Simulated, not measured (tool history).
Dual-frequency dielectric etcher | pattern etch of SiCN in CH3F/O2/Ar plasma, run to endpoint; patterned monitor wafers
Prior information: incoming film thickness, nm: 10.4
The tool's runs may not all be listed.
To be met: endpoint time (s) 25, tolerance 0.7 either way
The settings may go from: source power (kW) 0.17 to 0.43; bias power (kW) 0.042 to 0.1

Run 1, day 0: source power (kW) 0.3, bias power (kW) 0.071. Result: endpoint time (s) 28.755.
Run 2, day 0.358: source power (kW) 0.31, bias power (kW) 0.072. Result: endpoint time (s) 27.575.
Run 3, day 0.421: source power (kW) 0.29, bias power (kW) 0.072. Result: endpoint time (s) 28.753.
Run 4, day 0.604: source power (kW) 0.29, bias power (kW) 0.064. Result: endpoint time (s) 29.932.
Run 5, day 0.838: source power (kW) 0.32, bias power (kW) 0.064. Result: endpoint time (s) 28.305.
Run 6, day 1.021: source power (kW) 0.32, bias power (kW) 0.069. Result: endpoint time (s) 27.928.
Run 7, day 1.046: source power (kW) 0.33, bias power (kW) 0.07. Result: endpoint time (s) 27.535.
Run 8, day 1.408: source power (kW) 0.34, bias power (kW) 0.071. Result: endpoint time (s) 26.869.
Run 9, day 1.633: source power (kW) 0.35, bias power (kW) 0.071. Result: endpoint time (s) 26.301.

Pick the move, out of 4, that brings all results within their allowed miss; only one does.
Run A, day 1.858: source power (kW) 0.3, bias power (kW) 0.072. Result: endpoint time (s) ?.
Run B, day 1.858: source power (kW) 0.31, bias power (kW) 0.069. Result: endpoint time (s) ?.
Run C, day 1.858: source power (kW) 0.38, bias power (kW) 0.074. Result: endpoint time (s) ?.
Run D, day 1.858: source power (kW) 0.32, bias power (kW) 0.068. Result: endpoint time (s) ?.

move  endpoint time (s)
   A             28.338
   B             28.241
   C             25.148
   D             27.931
A: misses by more than the last run did
B: misses by more than the last run did
C: meets every target
D: misses by more than the last run did
The right move is C.

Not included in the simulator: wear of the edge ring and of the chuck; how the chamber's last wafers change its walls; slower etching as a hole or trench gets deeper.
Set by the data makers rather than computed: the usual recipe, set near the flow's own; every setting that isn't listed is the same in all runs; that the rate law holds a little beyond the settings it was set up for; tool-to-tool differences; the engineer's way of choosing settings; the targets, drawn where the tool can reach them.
